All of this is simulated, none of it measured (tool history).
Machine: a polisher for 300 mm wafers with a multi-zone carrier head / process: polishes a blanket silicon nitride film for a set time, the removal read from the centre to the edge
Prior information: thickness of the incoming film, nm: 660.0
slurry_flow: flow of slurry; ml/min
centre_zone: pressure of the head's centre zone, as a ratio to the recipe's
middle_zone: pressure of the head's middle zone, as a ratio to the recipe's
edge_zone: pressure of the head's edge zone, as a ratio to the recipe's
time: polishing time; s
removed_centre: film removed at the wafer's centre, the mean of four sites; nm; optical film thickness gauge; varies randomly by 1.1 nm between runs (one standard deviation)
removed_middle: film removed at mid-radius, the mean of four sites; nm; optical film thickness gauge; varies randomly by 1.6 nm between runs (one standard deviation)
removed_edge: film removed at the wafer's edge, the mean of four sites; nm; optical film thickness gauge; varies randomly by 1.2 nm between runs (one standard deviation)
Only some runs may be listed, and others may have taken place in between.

run 1 hour=0 | slurry_flow=235 centre_zone=1 middle_zone=1 edge_zone=1 time=53 | removed_centre=100.08 removed_middle=98.086 removed_edge=99.535
run 2 hour=3.2 | slurry_flow=235 centre_zone=1 middle_zone=1 edge_zone=1 time=42 | removed_centre=79.878 removed_middle=78.717 removed_edge=76.825
run 3 hour=4.6 | slurry_flow=235 centre_zone=1 middle_zone=0.95 edge_zone=1 time=42 | removed_centre=78.663 removed_middle=76.38 removed_edge=75.84
run 4 hour=9.8 | slurry_flow=235 centre_zone=1.02 middle_zone=0.96 edge_zone=1.02 time=44 | removed_centre=85.311 removed_middle=78.652 removed_edge=82.594
run 5 hour=15.1 | slurry_flow=270 centre_zone=1.02 middle_zone=0.96 edge_zone=1.02 time=44 | removed_centre=86.479 removed_middle=81.752 removed_edge=83.381
run 6 hour=19.4 | slurry_flow=275 centre_zone=1.04 middle_zone=0.98 edge_zone=1.04 time=45 | removed_centre=88.606 removed_middle=83.695 removed_edge=84.562
run 7 hour=22.8 | slurry_flow=275 centre_zone=1.05 middle_zone=0.98 edge_zone=1.05 time=47 | removed_centre=94.724 removed_middle=88.81 removed_edge=90.588
run 8 hour=24.4 | slurry_flow=275 centre_zone=1.06 middle_zone=0.98 edge_zone=1.06 time=48 | removed_centre=99.053 removed_middle=90.118 removed_edge=91.975
run 9 hour=26.7 | slurry_flow=275 centre_zone=1.06 middle_zone=0.98 edge_zone=1.07 time=49 | removed_centre=98.445 removed_middle=91.314 removed_edge=94.439
run 10 hour=28.2 | slurry_flow=275 centre_zone=1.07 middle_zone=0.98 edge_zone=1.08 time=50 | removed_centre=104.58 removed_middle=91.217 removed_edge=96.385

Run 11 has not been measured yet. What should we expect?
run 11 hour=33.4 | slurry_flow=280 centre_zone=1.07 middle_zone=0.98 edge_zone=1.09 time=51 | removed_centre=? removed_middle=? removed_edge=?

{"run 11": {"removed_centre": 104.54, "removed_middle": 94.23, "removed_edge": 99.453}}

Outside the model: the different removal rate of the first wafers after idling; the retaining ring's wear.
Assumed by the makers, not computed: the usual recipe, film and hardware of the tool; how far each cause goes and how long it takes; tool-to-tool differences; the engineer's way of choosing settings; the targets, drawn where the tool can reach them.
